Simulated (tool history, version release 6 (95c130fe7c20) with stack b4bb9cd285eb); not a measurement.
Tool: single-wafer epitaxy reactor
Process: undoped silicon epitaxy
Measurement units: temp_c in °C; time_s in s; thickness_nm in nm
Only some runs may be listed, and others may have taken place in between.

run 1 hour=0.0 | temp_c=625 time_s=541 | thickness_nm=49.917
run 2 hour=5.8 | temp_c=619 time_s=541 | thickness_nm=42.758
run 3 hour=6.5 | temp_c=626 time_s=543 | thickness_nm=51.629
run 4 hour=9.5 | temp_c=631 time_s=545 | thickness_nm=58.695
run 5 hour=14.8 | temp_c=635 time_s=546 | thickness_nm=65.440
run 6 hour=19.5 | temp_c=626 time_s=546 | thickness_nm=51.600
run 7 hour=25.2 | temp_c=631 time_s=548 | thickness_nm=59.110

Run 8 is up next; what results do you expect?
run 8 hour=30.4 | temp_c=635 time_s=549 | thickness_nm=?

{"run 8": {"thickness_nm": 65.699}}

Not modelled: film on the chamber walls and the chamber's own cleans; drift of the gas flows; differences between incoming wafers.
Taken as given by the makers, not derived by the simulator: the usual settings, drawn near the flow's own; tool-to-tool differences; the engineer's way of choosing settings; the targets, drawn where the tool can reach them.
